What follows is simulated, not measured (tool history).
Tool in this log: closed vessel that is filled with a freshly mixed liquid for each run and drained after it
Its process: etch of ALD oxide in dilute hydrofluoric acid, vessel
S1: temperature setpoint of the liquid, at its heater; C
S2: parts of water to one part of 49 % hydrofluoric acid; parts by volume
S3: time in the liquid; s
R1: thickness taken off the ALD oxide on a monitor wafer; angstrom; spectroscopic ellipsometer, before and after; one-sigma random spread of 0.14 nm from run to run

Run 1, hour 0: S1 25 C, S2 145 parts by volume, S3 85 s. Result: R1 56.506 angstrom.
Run 2, hour 5.2: S1 26.5 C, S2 125 parts by volume, S3 85 s. Result: R1 71.631 angstrom.
Run 3, hour 9.1: S1 28 C, S2 110 parts by volume, S3 85 s. Result: R1 85.36 angstrom.
Run 4, hour 12.2: S1 28 C, S2 110 parts by volume, S3 85 s. Result: R1 87.891 angstrom.
Run 5, hour 13.7: S1 28 C, S2 110 parts by volume, S3 60 s. Result: R1 61.986 angstrom.
Run 6, hour 22.5: S1 28 C, S2 110 parts by volume, S3 60 s. Result: R1 62.491 angstrom.
Run 7, hour 23.1: S1 32 C, S2 55 parts by volume, S3 85 s. Result: R1 224.74 angstrom.
Run 8, hour 24.5: S1 31 C, S2 55 parts by volume, S3 85 s. Result: R1 210.73 angstrom.
Run 9, hour 28.3: S1 30 C, S2 55 parts by volume, S3 85 s. Result: R1 201.28 angstrom.
Run 10, hour 30.6: S1 29 C, S2 55 parts by volume, S3 85 s. Result: R1 196 angstrom.
Run 11, hour 38: S1 28 C, S2 55 parts by volume, S3 85 s. Result: R1 184.32 angstrom.
Run 12, hour 46.3: S1 27.5 C, S2 55 parts by volume, S3 85 s. Result: R1 185.5 angstrom.

Run 13 has not been measured yet. What should we expect?
Run 13, hour 53.7: S1 26.5 C, S2 55 parts by volume, S3 85 s. Result: R1 ?.

Logged for run 13: R1 179.56 angstrom.
